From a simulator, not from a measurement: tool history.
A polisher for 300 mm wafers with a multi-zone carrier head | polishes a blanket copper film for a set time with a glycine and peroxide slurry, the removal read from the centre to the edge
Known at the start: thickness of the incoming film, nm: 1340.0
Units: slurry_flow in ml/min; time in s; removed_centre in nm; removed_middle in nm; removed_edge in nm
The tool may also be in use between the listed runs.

run 1 hour=0 | slurry_flow=260 centre_zone=1 middle_zone=1 edge_zone=1 time=76 | removed_centre=555.06 removed_middle=557.74 removed_edge=557.39
run 2 hour=2.6 | slurry_flow=205 centre_zone=1 middle_zone=1 edge_zone=1 time=76 | removed_centre=534.92 removed_middle=543.14 removed_edge=547.92
run 3 hour=10 | slurry_flow=235 centre_zone=1.02 middle_zone=0.99 edge_zone=0.95 time=63 | removed_centre=463.4 removed_middle=448.07 removed_edge=441.57
run 4 hour=17.5 | slurry_flow=245 centre_zone=1.02 middle_zone=0.98 edge_zone=0.91 time=56 | removed_centre=418.95 removed_middle=395.41 removed_edge=390.43
run 5 hour=18.9 | slurry_flow=210 centre_zone=1.02 middle_zone=0.98 edge_zone=0.91 time=56 | removed_centre=406.5 removed_middle=386.81 removed_edge=386.43
run 6 hour=20.4 | slurry_flow=230 centre_zone=1.03 middle_zone=0.98 edge_zone=0.88 time=52 | removed_centre=389.56 removed_middle=366.4 removed_edge=356.58
run 7 hour=25.6 | slurry_flow=225 centre_zone=1.04 middle_zone=0.98 edge_zone=0.86 time=50 | removed_centre=376.13 removed_middle=357.69 removed_edge=341.79
run 8 hour=29.1 | slurry_flow=220 centre_zone=1.05 middle_zone=0.97 edge_zone=0.84 time=49 | removed_centre=370.87 removed_middle=340.27 removed_edge=326.07
run 9 hour=33.3 | slurry_flow=210 centre_zone=1.05 middle_zone=0.97 edge_zone=0.83 time=49 | removed_centre=368.76 removed_middle=338.4 removed_edge=323.71

The next listed run, before its measurement:
run 10 hour=40.9 | slurry_flow=200 centre_zone=1.05 middle_zone=0.97 edge_zone=0.82 time=49 | removed_centre=? removed_middle=? removed_edge=?

Run 10 gave removed_centre 363.98 nm, removed_middle 336.65 nm, removed_edge 322.77 nm.
